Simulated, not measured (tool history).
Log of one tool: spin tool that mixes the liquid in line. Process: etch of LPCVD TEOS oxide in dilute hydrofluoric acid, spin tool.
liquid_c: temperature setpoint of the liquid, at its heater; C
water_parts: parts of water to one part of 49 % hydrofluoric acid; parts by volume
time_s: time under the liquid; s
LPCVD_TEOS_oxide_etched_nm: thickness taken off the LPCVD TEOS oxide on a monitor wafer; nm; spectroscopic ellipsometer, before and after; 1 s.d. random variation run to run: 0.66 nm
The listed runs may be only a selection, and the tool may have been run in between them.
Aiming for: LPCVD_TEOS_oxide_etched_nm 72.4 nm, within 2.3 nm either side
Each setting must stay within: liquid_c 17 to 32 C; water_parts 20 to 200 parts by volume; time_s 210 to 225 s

run  hour  liquid_c  water_parts  time_s  LPCVD_TEOS_oxide_etched_nm
  1     0        24          110     210                       33.74
  2     2      21.5          110     210                      30.948
  3   7.3      23.5          110     210                      32.961
  4  15.1      25.5           95     210                      41.878
  5  23.4        27           85     210                      51.886
  6  24.2        27           85     225                      54.545
  7  32.2        28           80     225                      59.791
  8  38.9        29           80     225                      62.964
  9  45.6      29.5           80     225                        63.9
 10  53.5        30           80     225                      64.664
 11  61.3      30.5           80     225                      66.758
 12  67.5        31           80     225                      66.977

Pick the move, out of 4, that brings all results within their allowed miss; only one does.
  A  73.7        29           70     225                           ?
  B  73.7        32           95     225                           ?
  C  73.7      31.5           90     215                           ?
  D  73.7        32           90     210                           ?

move  LPCVD_TEOS_oxide_etched_nm
   A                      73.114
   B                      58.181
   C                      58.035
   D                       57.75
A: all results land within tolerance of their targets
B: moves away from the targets compared with the last run
C: moves away from the targets compared with the last run
D: moves away from the targets compared with the last run
Answer: A
